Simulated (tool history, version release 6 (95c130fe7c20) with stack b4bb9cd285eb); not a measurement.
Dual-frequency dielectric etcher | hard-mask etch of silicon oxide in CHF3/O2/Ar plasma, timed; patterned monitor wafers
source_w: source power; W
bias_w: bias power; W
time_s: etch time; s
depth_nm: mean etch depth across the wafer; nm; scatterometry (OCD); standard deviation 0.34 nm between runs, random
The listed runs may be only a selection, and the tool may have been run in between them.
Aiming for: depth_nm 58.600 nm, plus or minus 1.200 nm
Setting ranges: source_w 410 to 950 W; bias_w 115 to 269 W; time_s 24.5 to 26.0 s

run,day,source_w,bias_w,time_s,depth_nm
1,0.000,680,192,24.5,53.862
2,0.300,720,195,24.5,55.423
3,0.625,750,197,24.5,56.782
4,0.762,630,197,24.5,52.175
# day 0.983: source power generator calibrated
5,0.983,630,197,24.5,50.721
6,1.150,580,197,24.5,48.440
7,1.462,580,197,24.5,48.672
8,1.712,640,200,24.5,51.427

Which of these 5 next moves meets every target?
A,1.962,570,180,26.0,?
B,1.962,800,168,25.0,?
C,1.962,460,213,25.0,?
D,1.962,490,228,25.0,?
E,1.962,740,199,26.0,?

move,depth_nm
A,49.081
B,55.141
C,44.298
D,47.326
E,58.681
A: misses by more than the last run did
B: an improvement on the last run, though not all results are within tolerance
C: misses by more than the last run did
D: misses by more than the last run did
E: meets every target
E is the move that brings every result within its allowed miss.

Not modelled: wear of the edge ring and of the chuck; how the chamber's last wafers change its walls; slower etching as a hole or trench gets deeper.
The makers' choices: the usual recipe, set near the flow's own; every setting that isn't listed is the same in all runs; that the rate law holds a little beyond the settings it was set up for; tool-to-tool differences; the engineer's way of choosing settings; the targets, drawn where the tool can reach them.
